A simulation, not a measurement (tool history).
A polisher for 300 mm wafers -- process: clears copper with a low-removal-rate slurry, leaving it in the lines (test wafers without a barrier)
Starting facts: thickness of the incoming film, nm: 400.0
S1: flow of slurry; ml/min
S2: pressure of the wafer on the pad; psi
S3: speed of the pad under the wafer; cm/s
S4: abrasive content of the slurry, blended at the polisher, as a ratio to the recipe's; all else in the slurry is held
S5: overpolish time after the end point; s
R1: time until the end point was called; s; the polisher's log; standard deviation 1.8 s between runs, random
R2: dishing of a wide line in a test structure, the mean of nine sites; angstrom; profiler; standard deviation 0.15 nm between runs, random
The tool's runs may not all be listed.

run  hour   S1   S2   S3   S4  S5      R1      R2
  1   0.0  145  2.9  136  1.0  11  82.526  348.07
  2   5.8  145  2.9  156  1.0  11  73.913  378.07
  3  13.6  145  2.8  152  1.0  10  79.594  333.25
  4  21.3  145  2.8  152  1.0   7  77.275  239.96
  5  25.1  145  2.6  152  1.0   7  84.237  227.61
  6  31.5  125  2.6  152  1.0   7  86.040  226.69
  7  33.4  130  2.5  152  1.0   7  87.323  212.37
  8  35.6  130  2.4  152  1.0   7  93.073  207.64

Estimate the outcome of run 9 from the log above:
  9  37.1  130  2.3  152  1.0   7   ?   ?

{"run 9": {"R1": 95.467, "R2": 202.92}}

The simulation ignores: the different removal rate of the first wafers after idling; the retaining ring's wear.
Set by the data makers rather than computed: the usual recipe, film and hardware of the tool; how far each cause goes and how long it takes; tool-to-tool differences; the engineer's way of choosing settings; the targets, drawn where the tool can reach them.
